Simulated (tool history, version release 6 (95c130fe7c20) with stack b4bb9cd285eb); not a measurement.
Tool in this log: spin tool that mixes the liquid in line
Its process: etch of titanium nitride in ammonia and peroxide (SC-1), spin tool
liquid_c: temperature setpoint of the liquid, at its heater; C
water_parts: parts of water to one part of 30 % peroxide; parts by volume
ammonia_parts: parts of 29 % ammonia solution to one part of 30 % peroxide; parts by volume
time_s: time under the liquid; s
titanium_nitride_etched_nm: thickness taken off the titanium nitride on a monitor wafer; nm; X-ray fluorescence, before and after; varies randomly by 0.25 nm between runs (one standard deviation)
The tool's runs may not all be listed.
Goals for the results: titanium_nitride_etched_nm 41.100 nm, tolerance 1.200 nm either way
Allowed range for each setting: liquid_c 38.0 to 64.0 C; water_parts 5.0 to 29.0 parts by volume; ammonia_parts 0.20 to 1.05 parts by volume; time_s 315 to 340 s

run  hour  liquid_c  water_parts  ammonia_parts  time_s  titanium_nitride_etched_nm
  1   0.0      48.0         16.0           0.55     315                      19.586
  2   6.5      51.0         16.0           0.55     315                      24.430
  3  10.1      51.0         16.0           0.75     315                      26.066
  4  10.9      53.0         16.0           0.75     315                      29.484
  5  14.6      48.0         16.0           0.75     315                      20.727
  6  19.3      48.0         16.0           0.60     315                      20.317
     20.5  -- ammonia flow meter replaced
  7  20.5      48.0         16.0           0.60     315                      19.766
  8  27.5      51.0         16.0           0.60     315                      24.339
  9  30.4      53.5         16.0           0.60     315                      28.841
 10  36.4      53.5         16.0           0.60     315                      28.655
 11  41.7      55.0         16.0           0.60     315                      32.078

Which of these 5 next moves meets every target?
  A  47.0      52.5         17.0           0.60     315                           ?
  B  47.0      58.5         19.0           0.70     340                           ?
  C  47.0      58.0         14.5           0.70     325                           ?
  D  47.0      59.5         17.5           0.65     335                           ?
  E  47.0      56.5         17.0           0.60     340                           ?

move  titanium_nitride_etched_nm
   A                      26.055
   B                      40.750
   C                      43.654
   D                      44.277
   E                      36.881
A: its largest miss is bigger than the last run's
B: all results in spec
C: the result that was furthest off in the last run now lies on the other side of its target
D: the result that was furthest off in the last run now lies on the other side of its target
E: nearer the targets than the last run, but a result is still out of spec
The move that meets every target is B.

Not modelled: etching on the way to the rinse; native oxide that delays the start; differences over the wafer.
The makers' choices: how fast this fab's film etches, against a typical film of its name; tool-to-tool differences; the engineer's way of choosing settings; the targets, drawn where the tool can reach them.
